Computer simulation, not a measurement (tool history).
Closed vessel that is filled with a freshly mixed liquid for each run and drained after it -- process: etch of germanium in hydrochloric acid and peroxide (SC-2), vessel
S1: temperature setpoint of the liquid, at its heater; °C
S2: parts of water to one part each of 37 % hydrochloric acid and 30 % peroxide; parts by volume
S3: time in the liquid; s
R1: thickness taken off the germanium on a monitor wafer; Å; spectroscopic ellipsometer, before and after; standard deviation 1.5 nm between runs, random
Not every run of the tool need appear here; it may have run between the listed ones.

Run 1, hour 0: S1 53 °C, S2 11.5 parts by volume, S3 90 s. Result: R1 3116.8 Å.
Run 2, hour 5.9: S1 53 °C, S2 15.5 parts by volume, S3 90 s. Result: R1 3001.1 Å.
Run 3, hour 11: S1 51.5 °C, S2 15.5 parts by volume, S3 90 s. Result: R1 2835.4 Å.
Run 4, hour 15.7: S1 50.5 °C, S2 15.5 parts by volume, S3 90 s. Result: R1 2767.5 Å.
Run 5, hour 23.9: S1 49.5 °C, S2 15.5 parts by volume, S3 90 s. Result: R1 2663.8 Å.
Run 6, hour 32.9: S1 49.5 °C, S2 15.5 parts by volume, S3 90 s. Result: R1 2713.6 Å.
Run 7, hour 37.4: S1 48.5 °C, S2 15.5 parts by volume, S3 90 s. Result: R1 2605.9 Å.
Run 8, hour 42.8: S1 47.5 °C, S2 15.5 parts by volume, S3 90 s. Result: R1 2511.3 Å.
Run 9, hour 46.2: S1 47 °C, S2 15.5 parts by volume, S3 90 s. Result: R1 2481.1 Å.

Run 10, settings as shown, results not yet in. Your forecast:
Run 10, hour 51: S1 46.5 °C, S2 15.5 parts by volume, S3 90 s. Result: R1 ?.

R1: 2427.7 Å
